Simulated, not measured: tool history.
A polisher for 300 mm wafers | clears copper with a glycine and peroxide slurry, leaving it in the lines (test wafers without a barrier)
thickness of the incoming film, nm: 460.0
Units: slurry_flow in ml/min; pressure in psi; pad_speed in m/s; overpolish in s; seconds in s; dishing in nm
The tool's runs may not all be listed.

| run | day | slurry_flow | pressure | pad_speed | overpolish | seconds | dishing |
|---|---|---|---|---|---|---|---|
| 1 | 0.000 | 255 | 2.5 | 1.08 | 17 | 93.875 | 50.639 |
| 2 | 0.346 | 255 | 2.2 | 1.08 | 17 | 102.300 | 49.171 |
| 3 | 0.492 | 250 | 1.8 | 0.94 | 19 | 128.850 | 45.833 |
| 4 | 0.838 | 245 | 1.6 | 0.84 | 21 | 155.950 | 43.471 |
| 5 | 1.175 | 200 | 1.6 | 0.84 | 21 | 151.970 | 43.798 |
| 6 | 1.512 | 200 | 1.6 | 0.94 | 21 | 143.080 | 44.680 |
| 7 | 1.538 | 190 | 1.1 | 0.64 | 26 | 225.280 | 36.718 |

Forecast run 8:
| 8 | 1.775 | 190 | 1.2 | 0.64 | 27 | ? | ? |

Run 8 gave seconds 214.140 s, dishing 40.514 nm.

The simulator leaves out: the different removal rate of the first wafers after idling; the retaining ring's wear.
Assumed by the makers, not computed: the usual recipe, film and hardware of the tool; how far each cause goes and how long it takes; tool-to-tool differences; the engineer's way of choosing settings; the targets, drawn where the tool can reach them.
